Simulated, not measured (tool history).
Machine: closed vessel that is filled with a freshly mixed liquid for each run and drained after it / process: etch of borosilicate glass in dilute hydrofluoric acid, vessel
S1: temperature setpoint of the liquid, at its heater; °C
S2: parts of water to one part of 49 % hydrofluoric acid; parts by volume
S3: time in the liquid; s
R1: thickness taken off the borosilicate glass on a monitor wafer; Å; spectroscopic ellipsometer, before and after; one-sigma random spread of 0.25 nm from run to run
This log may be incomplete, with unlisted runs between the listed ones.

run 1 hour=0 | S1=22 S2=155 S3=85 | R1=134.54
run 2 hour=6.1 | S1=23 S2=140 S3=85 | R1=155.73
run 3 hour=13 | S1=23 S2=140 S3=90 | R1=167.93
run 4 hour=19.2 | S1=24 S2=130 S3=90 | R1=190.17
run 5 hour=25.1 | S1=25 S2=120 S3=90 | R1=214.68
run 6 hour=28.3 | S1=25.5 S2=115 S3=90 | R1=229.96

Run 7 has not been measured yet. What should we expect?
run 7 hour=30.2 | S1=26 S2=110 S3=90 | R1=?

R1: 248.11 Å
